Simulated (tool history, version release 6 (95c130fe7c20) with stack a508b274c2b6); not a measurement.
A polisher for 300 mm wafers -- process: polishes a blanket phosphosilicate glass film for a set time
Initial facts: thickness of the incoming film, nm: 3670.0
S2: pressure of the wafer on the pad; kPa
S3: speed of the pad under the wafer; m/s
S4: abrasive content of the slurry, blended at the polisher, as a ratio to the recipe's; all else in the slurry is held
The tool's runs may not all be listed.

{"run": 1, "hour": 0.0, "flow of slurry (ml/min)": 200, "S2": 20, "S3": 1, "S4": 1, "polishing time (s)": 54, "film removed (Å)": 4273.5}
{"run": 2, "hour": 8.1, "flow of slurry (ml/min)": 200, "S2": 18.6, "S3": 0.96, "S4": 1, "polishing time (s)": 54, "film removed (Å)": 3848.7}
{"run": 3, "hour": 10.6, "flow of slurry (ml/min)": 160, "S2": 18.6, "S3": 0.96, "S4": 1, "polishing time (s)": 54, "film removed (Å)": 3793.8}
{"run": 4, "hour": 12.7, "flow of slurry (ml/min)": 160, "S2": 18.6, "S3": 0.96, "S4": 1, "polishing time (s)": 54, "film removed (Å)": 3742.2}
{"run": 5, "hour": 14.1, "flow of slurry (ml/min)": 160, "S2": 18.6, "S3": 0.96, "S4": 1, "polishing time (s)": 54, "film removed (Å)": 3742}
{"run": 6, "hour": 22.5, "flow of slurry (ml/min)": 160, "S2": 18.6, "S3": 0.96, "S4": 1, "polishing time (s)": 49, "film removed (Å)": 3414.5}

Estimate the outcome of run 7 from the log above:
{"run": 7, "hour": 31.5, "flow of slurry (ml/min)": 160, "S2": 17.9, "S3": 0.94, "S4": 1, "polishing time (s)": 49, "film removed (Å)": "?"}

film removed (Å): 3183.6

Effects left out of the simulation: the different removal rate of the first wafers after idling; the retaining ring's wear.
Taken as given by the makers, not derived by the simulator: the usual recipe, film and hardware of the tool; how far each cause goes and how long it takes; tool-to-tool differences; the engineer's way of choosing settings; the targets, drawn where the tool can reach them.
